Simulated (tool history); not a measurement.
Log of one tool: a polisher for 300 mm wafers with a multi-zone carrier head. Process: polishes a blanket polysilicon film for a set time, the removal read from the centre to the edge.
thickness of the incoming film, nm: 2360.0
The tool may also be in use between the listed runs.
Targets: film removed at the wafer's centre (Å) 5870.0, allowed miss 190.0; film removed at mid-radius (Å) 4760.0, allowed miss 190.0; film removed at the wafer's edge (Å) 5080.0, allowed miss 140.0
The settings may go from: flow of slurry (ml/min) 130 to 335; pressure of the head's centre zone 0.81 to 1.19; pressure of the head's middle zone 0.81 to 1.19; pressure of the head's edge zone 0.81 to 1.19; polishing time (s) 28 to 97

run	hour	flow of slurry (ml/min)	pressure of the head's centre zone	pressure of the head's middle zone	pressure of the head's edge zone	polishing time (s)	film removed at the wafer's centre (Å)	film removed at mid-radius (Å)	film removed at the wafer's edge (Å)
1	0.0	215	1.00	1.00	1.00	62	5055.7	5341.4	5215.7
2	7.6	220	1.02	0.98	0.99	62	5199.0	5137.6	5222.4
3	15.4	225	1.04	0.98	0.98	62	5298.0	5255.5	5235.4
4	20.6	225	1.04	0.89	0.98	62	5340.7	4840.2	5159.5
5	23.1	225	1.04	0.89	0.93	62	5295.3	4801.3	5096.1
6	31.7	230	1.05	0.89	0.93	62	5300.9	4837.0	5098.1
7	33.2	235	1.07	0.89	0.93	62	5584.1	4820.8	5181.6
8	39.2	235	1.08	0.89	0.92	62	5494.7	4885.8	5091.0
9	48.1	240	1.09	0.88	0.92	62	5548.6	4770.0	5109.0
10	54.9	240	1.10	0.88	0.92	62	5602.7	4786.4	5151.6
11	61.6	240	1.10	0.88	0.92	62	5625.1	4834.4	5123.6
12	62.6	240	1.10	0.88	0.92	62	5611.5	4765.7	5081.3
13	66.1	240	1.11	0.88	0.92	62	5650.5	4765.7	5034.5
14	70.3	240	1.11	0.88	0.92	62	5640.4	4811.6	5091.5

5 next moves are on the table. One of them brings every result within its allowed miss. Which?
A	74.5	275	1.13	0.97	0.86	62	?	?	?
B	74.5	245	1.19	0.96	0.85	64	?	?	?
C	74.5	190	1.11	0.84	0.81	66	?	?	?
D	74.5	210	1.07	0.88	0.91	63	?	?	?
E	74.5	305	1.09	0.81	1.08	59	?	?	?

move	film removed at the wafer's centre (Å)	film removed at mid-radius (Å)	film removed at the wafer's edge (Å)
A	5904.6	5233.2	5058.6
B	6343.8	5296.2	5156.9
C	5917.3	4764.2	5128.7
D	5511.2	4776.9	5159.0
E	5467.3	4328.6	5334.9
A: brings the result that was furthest off to its target, and leaves another outside
B: takes the result that was furthest off past its target
C: meets every target
D: further off than the last run
E: further off than the last run
Answer: C
